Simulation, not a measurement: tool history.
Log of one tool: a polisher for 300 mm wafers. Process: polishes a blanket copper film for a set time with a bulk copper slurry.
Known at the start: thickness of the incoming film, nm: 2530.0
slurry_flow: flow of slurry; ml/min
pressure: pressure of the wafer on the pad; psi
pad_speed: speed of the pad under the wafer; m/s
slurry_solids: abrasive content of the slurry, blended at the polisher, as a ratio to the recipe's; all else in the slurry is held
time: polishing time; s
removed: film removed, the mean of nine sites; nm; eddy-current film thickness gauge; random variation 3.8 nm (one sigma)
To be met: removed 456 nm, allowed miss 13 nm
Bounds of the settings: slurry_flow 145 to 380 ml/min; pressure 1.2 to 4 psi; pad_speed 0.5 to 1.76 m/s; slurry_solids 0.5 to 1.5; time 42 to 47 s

{"run": 1, "hour": 0.0, "slurry_flow": 245, "pressure": 2.6, "pad_speed": 1.12, "slurry_solids": 1, "time": 47, "removed": 516.32}
{"run": 2, "hour": 3.8, "slurry_flow": 265, "pressure": 2.6, "pad_speed": 1.12, "slurry_solids": 1, "time": 47, "removed": 515.11}
{"run": 3, "hour": 10.1, "slurry_flow": 265, "pressure": 2.4, "pad_speed": 1.12, "slurry_solids": 1, "time": 47, "removed": 489.49}
{"run": 4, "hour": 11.5, "slurry_flow": 260, "pressure": 2.4, "pad_speed": 1.12, "slurry_solids": 1, "time": 47, "removed": 486.38}
{"run": 5, "hour": 14.5, "slurry_flow": 255, "pressure": 2.3, "pad_speed": 1.12, "slurry_solids": 1, "time": 47, "removed": 473.34}
{"run": 6, "hour": 22.9, "slurry_flow": 255, "pressure": 2.3, "pad_speed": 1.34, "slurry_solids": 1, "time": 47, "removed": 567.71}
{"run": 7, "hour": 23.7, "slurry_flow": 255, "pressure": 2.2, "pad_speed": 1.34, "slurry_solids": 1, "time": 47, "removed": 551.85}
{"run": 8, "hour": 30.1, "slurry_flow": 255, "pressure": 2.1, "pad_speed": 1.34, "slurry_solids": 1, "time": 47, "removed": 526.32}
{"run": 9, "hour": 32.1, "slurry_flow": 255, "pressure": 2, "pad_speed": 1.34, "slurry_solids": 1, "time": 47, "removed": 511.84}

5 next moves are on the table. One of them brings every result within its allowed miss. Which?
{"run": "A", "hour": 34.1, "slurry_flow": 240, "pressure": 2.4, "pad_speed": 1.38, "slurry_solids": 1.05, "time": 42, "removed": "?"}
{"run": "B", "hour": 34.1, "slurry_flow": 260, "pressure": 2, "pad_speed": 1.26, "slurry_solids": 0.95, "time": 44, "removed": "?"}
{"run": "C", "hour": 34.1, "slurry_flow": 255, "pressure": 2, "pad_speed": 1.64, "slurry_solids": 0.95, "time": 46, "removed": "?"}
{"run": "D", "hour": 34.1, "slurry_flow": 210, "pressure": 1.7, "pad_speed": 1.54, "slurry_solids": 0.9, "time": 44, "removed": "?"}
{"run": "E", "hour": 34.1, "slurry_flow": 220, "pressure": 2.2, "pad_speed": 1.34, "slurry_solids": 1, "time": 47, "removed": "?"}

move=A removed=541.9
move=B removed=457.8
move=C removed=617.74
move=D removed=486.43
move=E removed=545.48
A: further off than the last run
B: meets every target
C: further off than the last run
D: nearer than the last run, and not there yet
E: further off than the last run
Move B is the one to make.
